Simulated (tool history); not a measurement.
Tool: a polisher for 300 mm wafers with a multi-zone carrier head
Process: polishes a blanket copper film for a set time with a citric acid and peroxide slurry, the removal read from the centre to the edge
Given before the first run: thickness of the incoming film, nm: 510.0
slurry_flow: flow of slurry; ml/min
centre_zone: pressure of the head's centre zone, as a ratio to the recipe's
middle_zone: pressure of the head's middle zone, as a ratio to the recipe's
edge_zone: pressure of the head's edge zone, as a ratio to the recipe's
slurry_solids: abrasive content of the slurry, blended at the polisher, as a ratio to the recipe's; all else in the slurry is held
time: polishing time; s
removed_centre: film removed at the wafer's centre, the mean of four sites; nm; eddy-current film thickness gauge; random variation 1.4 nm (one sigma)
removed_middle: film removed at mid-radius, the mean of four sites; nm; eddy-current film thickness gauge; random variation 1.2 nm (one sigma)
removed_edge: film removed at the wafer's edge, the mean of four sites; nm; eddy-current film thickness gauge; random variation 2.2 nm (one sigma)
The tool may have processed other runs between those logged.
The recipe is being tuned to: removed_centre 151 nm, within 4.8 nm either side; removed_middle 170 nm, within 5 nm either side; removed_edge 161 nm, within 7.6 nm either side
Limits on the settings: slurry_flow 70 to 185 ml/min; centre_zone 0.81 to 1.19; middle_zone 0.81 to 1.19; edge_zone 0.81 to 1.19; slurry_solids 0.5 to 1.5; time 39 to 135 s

Run 1, hour 0: slurry_flow 120 ml/min, centre_zone 1, middle_zone 1, edge_zone 1, slurry_solids 1, time 87 s. Result: removed_centre 187.27 nm, removed_middle 185.04 nm, removed_edge 184.49 nm.
Run 2, hour 7.1: slurry_flow 120 ml/min, centre_zone 1.07, middle_zone 1, edge_zone 1, slurry_solids 1, time 87 s. Result: removed_centre 199.63 nm, removed_middle 183.69 nm, removed_edge 186.07 nm.
Run 3, hour 14.6: slurry_flow 115 ml/min, centre_zone 1.05, middle_zone 1, edge_zone 0.99, slurry_solids 1, time 87 s. Result: removed_centre 192.55 nm, removed_middle 182.91 nm, removed_edge 180.94 nm.
Run 4, hour 21.9: slurry_flow 110 ml/min, centre_zone 1.03, middle_zone 1, edge_zone 0.99, slurry_solids 1, time 87 s. Result: removed_centre 186.06 nm, removed_middle 177.29 nm, removed_edge 178.71 nm.
Run 5, hour 29.2: slurry_flow 110 ml/min, centre_zone 1.03, middle_zone 1, edge_zone 0.99, slurry_solids 0.9, time 87 s. Result: removed_centre 182.4 nm, removed_middle 176 nm, removed_edge 177.11 nm.
Run 6, hour 30.1: slurry_flow 100 ml/min, centre_zone 1.03, middle_zone 1, edge_zone 0.99, slurry_solids 0.9, time 87 s. Result: removed_centre 176.68 nm, removed_middle 170.07 nm, removed_edge 171.92 nm.
Run 7, hour 37.2: slurry_flow 95 ml/min, centre_zone 1.02, middle_zone 1.01, edge_zone 0.99, slurry_solids 0.9, time 87 s. Result: removed_centre 169.42 nm, removed_middle 168.6 nm, removed_edge 171.33 nm.
Run 8, hour 44.6: slurry_flow 95 ml/min, centre_zone 1.01, middle_zone 1.02, edge_zone 0.98, slurry_solids 0.9, time 87 s. Result: removed_centre 172.69 nm, removed_middle 170.64 nm, removed_edge 170.1 nm.
Run 9, hour 48.6: slurry_flow 95 ml/min, centre_zone 1, middle_zone 1.03, edge_zone 0.98, slurry_solids 0.9, time 87 s. Result: removed_centre 169.28 nm, removed_middle 169.87 nm, removed_edge 167.72 nm.
Run 10, hour 54.4: slurry_flow 95 ml/min, centre_zone 0.99, middle_zone 1.04, edge_zone 0.98, slurry_solids 0.9, time 87 s. Result: removed_centre 167.53 nm, removed_middle 173.04 nm, removed_edge 166.38 nm.
Run 11, hour 55.1: slurry_flow 95 ml/min, centre_zone 0.98, middle_zone 1.04, edge_zone 0.98, slurry_solids 0.9, time 87 s. Result: removed_centre 168.56 nm, removed_middle 172.33 nm, removed_edge 172.81 nm.
Run 12, hour 62.6: slurry_flow 95 ml/min, centre_zone 0.97, middle_zone 1.05, edge_zone 0.97, slurry_solids 0.9, time 87 s. Result: removed_centre 160.28 nm, removed_middle 174.16 nm, removed_edge 168.17 nm.
Run 13, hour 68.7: slurry_flow 90 ml/min, centre_zone 0.96, middle_zone 1.06, edge_zone 0.95, slurry_solids 0.9, time 87 s. Result: removed_centre 160.7 nm, removed_middle 170.6 nm, removed_edge 166.61 nm.
Run 14, hour 71.2: slurry_flow 90 ml/min, centre_zone 0.96, middle_zone 1.07, edge_zone 0.95, slurry_solids 0.9, time 87 s. Result: removed_centre 159.75 nm, removed_middle 174.93 nm, removed_edge 165.26 nm.

Which single option among these 5 for the next run brings every result within its allowed miss of target? Just one does.
Run A, hour 73.7: slurry_flow 85 ml/min, centre_zone 0.91, middle_zone 1.09, edge_zone 0.93, slurry_solids 0.9, time 92 s. Result: removed_centre ?, removed_middle ?, removed_edge ?.
Run B, hour 73.7: slurry_flow 80 ml/min, centre_zone 0.92, middle_zone 1.02, edge_zone 0.97, slurry_solids 0.85, time 95 s. Result: removed_centre ?, removed_middle ?, removed_edge ?.
Run C, hour 73.7: slurry_flow 80 ml/min, centre_zone 0.95, middle_zone 1.08, edge_zone 0.92, slurry_solids 0.9, time 89 s. Result: removed_centre ?, removed_middle ?, removed_edge ?.
Run D, hour 73.7: slurry_flow 80 ml/min, centre_zone 1, middle_zone 1.08, edge_zone 0.88, slurry_solids 0.7, time 102 s. Result: removed_centre ?, removed_middle ?, removed_edge ?.
Run E, hour 73.7: slurry_flow 115 ml/min, centre_zone 1.01, middle_zone 1.07, edge_zone 0.81, slurry_solids 1.15, time 81 s. Result: removed_centre ?, removed_middle ?, removed_edge ?.

move  removed_centre  removed_middle  removed_edge
   A          155.27           182.9        171.91
   B          155.26          172.73         175.9
   C          152.41          171.39        162.89
   D          172.96          184.66           172
   E          180.73          186.06        161.44
A: the worst result of the last run now meets its target, but another is out of spec
B: the worst result of the last run now meets its target, but another is out of spec
C: hits every target within its allowed miss
D: its largest miss is bigger than the last run's
E: its largest miss is bigger than the last run's
Correct choice: C, which meets every target
